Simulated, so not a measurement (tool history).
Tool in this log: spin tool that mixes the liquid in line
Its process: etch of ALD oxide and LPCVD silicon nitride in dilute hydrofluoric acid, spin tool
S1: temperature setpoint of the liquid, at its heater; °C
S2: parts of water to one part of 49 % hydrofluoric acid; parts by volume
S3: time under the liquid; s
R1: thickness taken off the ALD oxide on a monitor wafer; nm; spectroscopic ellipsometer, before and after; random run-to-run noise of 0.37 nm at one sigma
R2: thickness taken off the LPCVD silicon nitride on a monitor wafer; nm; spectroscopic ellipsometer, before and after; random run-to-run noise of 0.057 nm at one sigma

run 1 hour=0.0 | S1=23.0 S2=175 S3=180 | R1=22.080 R2=0.71008
run 2 hour=3.7 | S1=23.0 S2=175 S3=255 | R1=31.050 R2=1.04500
run 3 hour=8.8 | S1=23.0 S2=205 S3=255 | R1=25.515 R2=0.84876
run 4 hour=14.6 | S1=20.0 S2=205 S3=255 | R1=22.516 R2=0.65548
run 5 hour=15.5 | S1=20.0 S2=255 S3=255 | R1=17.351 R2=0.61609
run 6 hour=18.1 | S1=21.0 S2=230 S3=250 | R1=20.272 R2=0.60802
run 7 hour=19.7 | S1=25.0 S2=160 S3=285 | R1=40.958 R2=1.31020
run 8 hour=28.1 | S1=25.0 S2=150 S3=285 | R1=44.192 R2=1.38860
run 9 hour=35.2 | S1=25.0 S2=145 S3=285 | R1=46.819 R2=1.49060
run 10 hour=42.4 | S1=24.5 S2=140 S3=285 | R1=47.447 R2=1.51740
run 11 hour=43.9 | S1=24.5 S2=135 S3=285 | R1=49.015 R2=1.59590
run 12 hour=44.6 | S1=24.5 S2=130 S3=285 | R1=51.289 R2=1.46580
run 13 hour=46.8 | S1=24.0 S2=125 S3=285 | R1=52.849 R2=1.70940
run 14 hour=48.2 | S1=24.5 S2=125 S3=285 | R1=53.536 R2=1.80000
run 15 hour=51.6 | S1=24.5 S2=125 S3=285 | R1=53.670 R2=1.65180
run 16 hour=52.9 | S1=21.5 S2=95 S3=275 | R1=62.436 R2=1.87420

Forecast run 17:
run 17 hour=54.2 | S1=21.0 S2=95 S3=275 | R1=? R2=?

R1: 61.748 nm
R2: 1.71510 nm

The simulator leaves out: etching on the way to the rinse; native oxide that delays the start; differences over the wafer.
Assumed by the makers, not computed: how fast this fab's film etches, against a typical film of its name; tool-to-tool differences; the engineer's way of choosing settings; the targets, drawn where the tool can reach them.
